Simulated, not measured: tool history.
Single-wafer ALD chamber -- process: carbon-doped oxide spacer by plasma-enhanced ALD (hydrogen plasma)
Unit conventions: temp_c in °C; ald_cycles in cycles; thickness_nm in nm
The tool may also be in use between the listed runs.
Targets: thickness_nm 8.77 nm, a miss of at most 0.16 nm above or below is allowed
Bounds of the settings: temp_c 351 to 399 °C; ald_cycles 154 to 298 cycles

{"run": 1, "hour": 0.0, "temp_c": 375, "ald_cycles": 226, "thickness_nm": 11.546}
{"run": 2, "hour": 7.2, "temp_c": 384, "ald_cycles": 226, "thickness_nm": 11.565}
{"run": 3, "hour": 10.3, "temp_c": 384, "ald_cycles": 206, "thickness_nm": 10.583}
{"run": 4, "hour": 14.5, "temp_c": 384, "ald_cycles": 192, "thickness_nm": 9.82}
{"run": 5, "hour": 17.9, "temp_c": 384, "ald_cycles": 184, "thickness_nm": 9.3538}
{"run": 6, "hour": 25.0, "temp_c": 384, "ald_cycles": 197, "thickness_nm": 10.058}
{"run": 7, "hour": 27.9, "temp_c": 384, "ald_cycles": 165, "thickness_nm": 8.382}
{"run": 8, "hour": 29.4, "temp_c": 384, "ald_cycles": 168, "thickness_nm": 8.5811}

5 next moves are on the table. One of them brings every result within its allowed miss. Which?
{"run": "A", "hour": 30.9, "temp_c": 386, "ald_cycles": 165, "thickness_nm": "?"}
{"run": "B", "hour": 30.9, "temp_c": 388, "ald_cycles": 172, "thickness_nm": "?"}
{"run": "C", "hour": 30.9, "temp_c": 390, "ald_cycles": 165, "thickness_nm": "?"}
{"run": "D", "hour": 30.9, "temp_c": 385, "ald_cycles": 162, "thickness_nm": "?"}
{"run": "E", "hour": 30.9, "temp_c": 378, "ald_cycles": 161, "thickness_nm": "?"}

move=A thickness_nm=8.3966
move=B thickness_nm=8.7528
move=C thickness_nm=8.3966
move=D thickness_nm=8.2439
move=E thickness_nm=8.193
A: further off than the last run
B: all results in spec
C: further off than the last run
D: further off than the last run
E: further off than the last run
Answer: B
